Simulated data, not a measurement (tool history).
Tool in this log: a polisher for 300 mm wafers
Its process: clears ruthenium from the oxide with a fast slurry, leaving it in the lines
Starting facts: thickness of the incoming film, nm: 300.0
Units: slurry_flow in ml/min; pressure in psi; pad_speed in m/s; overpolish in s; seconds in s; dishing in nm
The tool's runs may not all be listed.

| run | hour | slurry_flow | pressure | pad_speed | slurry_solids | overpolish | seconds | dishing |
|---|---|---|---|---|---|---|---|---|
| 1 | 0 | 315 | 2.6 | 1.02 | 1 | 16 | 83.053 | 45.764 |
| 2 | 8.6 | 365 | 2.6 | 1.02 | 1 | 16 | 82.022 | 46.336 |
| 3 | 14.4 | 290 | 2.6 | 1.02 | 1 | 16 | 84.263 | 46.59 |
| 4 | 18 | 290 | 2.6 | 1.02 | 0.9 | 16 | 86.401 | 44.9 |
| 5 | 24 | 290 | 2.6 | 1.02 | 0.7 | 16 | 94.015 | 41.828 |
| 6 | 27.5 | 290 | 2.6 | 1.02 | 0.6 | 16 | 99.71 | 39.013 |
| 7 | 31.4 | 290 | 2.5 | 1.02 | 0.6 | 16 | 103.24 | 38.194 |
| 8 | 33.4 | 290 | 2.4 | 1.02 | 0.6 | 16 | 105.19 | 36.303 |
| 9 | 39.5 | 290 | 2.3 | 1.02 | 0.6 | 17 | 108.88 | 38.235 |

What will run 10 give?
| 10 | 41 | 290 | 1.6 | 1 | 0.6 | 17 | ? | ? |

{"run 10": {"seconds": 155.01, "dishing": 27.449}}

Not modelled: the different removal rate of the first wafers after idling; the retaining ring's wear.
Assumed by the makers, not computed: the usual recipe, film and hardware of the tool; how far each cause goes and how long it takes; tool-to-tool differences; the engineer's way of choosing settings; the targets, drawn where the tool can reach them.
